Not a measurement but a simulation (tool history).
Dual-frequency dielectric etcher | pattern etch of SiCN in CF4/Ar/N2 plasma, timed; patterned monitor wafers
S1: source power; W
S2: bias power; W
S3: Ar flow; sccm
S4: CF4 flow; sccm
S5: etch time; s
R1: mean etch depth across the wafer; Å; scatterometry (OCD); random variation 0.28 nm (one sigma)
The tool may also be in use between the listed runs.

run,day,S1,S2,S3,S4,S5,R1
1,0,490,78,76,61,80.5,887.29
2,0.154,490,78,76,68,80.5,899.4
3,0.462,450,76,76,68,80.5,814.51
4,0.558,450,84,76,68,80.5,844.31
5,0.638,420,84,76,68,80.5,789.16
6,0.925,390,84,76,68,80.5,727.92
7,1.279,370,84,76,68,80.5,682.34

The next listed run, before its measurement:
8,1.3,360,84,76,68,80.5,?

R1: 663.4 Å

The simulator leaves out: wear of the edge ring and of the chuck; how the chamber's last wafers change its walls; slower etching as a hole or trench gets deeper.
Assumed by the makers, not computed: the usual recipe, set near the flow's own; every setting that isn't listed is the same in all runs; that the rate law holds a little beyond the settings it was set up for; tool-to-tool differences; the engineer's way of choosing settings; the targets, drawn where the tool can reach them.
